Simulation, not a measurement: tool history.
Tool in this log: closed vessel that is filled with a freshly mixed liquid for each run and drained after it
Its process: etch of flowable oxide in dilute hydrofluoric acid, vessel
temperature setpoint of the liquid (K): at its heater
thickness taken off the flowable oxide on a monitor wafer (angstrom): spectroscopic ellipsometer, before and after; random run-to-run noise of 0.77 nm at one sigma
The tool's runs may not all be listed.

run    day  temperature setpoint of the liquid (K)  parts of water to one part of 49 % hydrofluoric acid (parts by volume)  time in the liquid (s)  thickness taken off the flowable oxide on a monitor wafer (angstrom)
  1      0                                  294.15                                                                     170                     315                                                                704.71
  2  0.258                                  295.65                                                                     170                     315                                                                741.65
  3  0.367                                  296.65                                                                     170                     315                                                                778.55
  4  0.588                                  296.65                                                                     220                     315                                                                571.83
  5  0.892                                  296.65                                                                     275                     315                                                                430.08
  6  1.171                                  296.65                                                                     240                     315                                                                515.77

Run 7, settings as shown, results not yet in. Your forecast:
  7  1.217                                  298.15                                                                     220                     315                                                                     ?

Run 7 measured thickness taken off the flowable oxide on a monitor wafer (angstrom) 602.95.

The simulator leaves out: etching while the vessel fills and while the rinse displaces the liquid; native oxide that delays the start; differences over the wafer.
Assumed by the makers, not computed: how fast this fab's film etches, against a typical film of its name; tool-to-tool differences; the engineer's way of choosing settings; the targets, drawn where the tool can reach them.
